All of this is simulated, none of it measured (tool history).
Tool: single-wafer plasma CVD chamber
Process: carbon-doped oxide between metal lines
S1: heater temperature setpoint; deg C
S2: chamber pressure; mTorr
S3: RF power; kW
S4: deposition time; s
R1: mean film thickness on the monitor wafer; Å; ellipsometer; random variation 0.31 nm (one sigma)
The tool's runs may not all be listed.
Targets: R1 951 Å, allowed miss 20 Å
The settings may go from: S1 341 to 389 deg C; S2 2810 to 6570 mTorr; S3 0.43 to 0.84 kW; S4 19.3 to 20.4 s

Run 1, hour 0: S1 365 deg C, S2 4690 mTorr, S3 0.635 kW, S4 20.4 s. Result: R1 1118.6 Å.
Run 2, hour 0.8: S1 366 deg C, S2 4540 mTorr, S3 0.615 kW, S4 20.4 s. Result: R1 1075.1 Å.
Run 3, hour 8.2: S1 360 deg C, S2 4540 mTorr, S3 0.615 kW, S4 20.4 s. Result: R1 1092 Å.
Run 4, hour 12.6: S1 360 deg C, S2 4540 mTorr, S3 0.655 kW, S4 20.4 s. Result: R1 1156.1 Å.
Run 5, hour 13.6: S1 362 deg C, S2 4340 mTorr, S3 0.64 kW, S4 20.4 s. Result: R1 1116.9 Å.
Run 6, hour 17: S1 362 deg C, S2 3560 mTorr, S3 0.64 kW, S4 20.4 s. Result: R1 1099.3 Å.
Run 7, hour 25.1: S1 363 deg C, S2 3470 mTorr, S3 0.625 kW, S4 20.4 s. Result: R1 1067.9 Å.
Run 8, hour 32.2: S1 364 deg C, S2 3370 mTorr, S3 0.615 kW, S4 20.4 s. Result: R1 1054 Å.
Run 9, hour 39.9: S1 365 deg C, S2 3290 mTorr, S3 0.605 kW, S4 20.4 s. Result: R1 1030.3 Å.
Run 10, hour 41.6: S1 367 deg C, S2 3220 mTorr, S3 0.6 kW, S4 20.4 s. Result: R1 1018.6 Å.
Run 11, hour 48.4: S1 368 deg C, S2 3160 mTorr, S3 0.595 kW, S4 20.4 s. Result: R1 1006.5 Å.
Run 12, hour 52.7: S1 369 deg C, S2 3110 mTorr, S3 0.59 kW, S4 20.4 s. Result: R1 992.69 Å.

Which of these 4 next moves meets every target?
Run A, hour 57: S1 371 deg C, S2 3090 mTorr, S3 0.615 kW, S4 20.4 s. Result: R1 ?.
Run B, hour 57: S1 374 deg C, S2 3380 mTorr, S3 0.605 kW, S4 19.3 s. Result: R1 ?.
Run C, hour 57: S1 369 deg C, S2 2860 mTorr, S3 0.585 kW, S4 20.4 s. Result: R1 ?.
Run D, hour 57: S1 370 deg C, S2 3470 mTorr, S3 0.625 kW, S4 19.3 s. Result: R1 ?.

move      R1
   A  1025.3
   B  957.49
   C  981.82
   D  996.03
A: further off than the last run
B: meets every target
C: nearer than the last run, and not there yet
D: further off than the last run
The right move is B.

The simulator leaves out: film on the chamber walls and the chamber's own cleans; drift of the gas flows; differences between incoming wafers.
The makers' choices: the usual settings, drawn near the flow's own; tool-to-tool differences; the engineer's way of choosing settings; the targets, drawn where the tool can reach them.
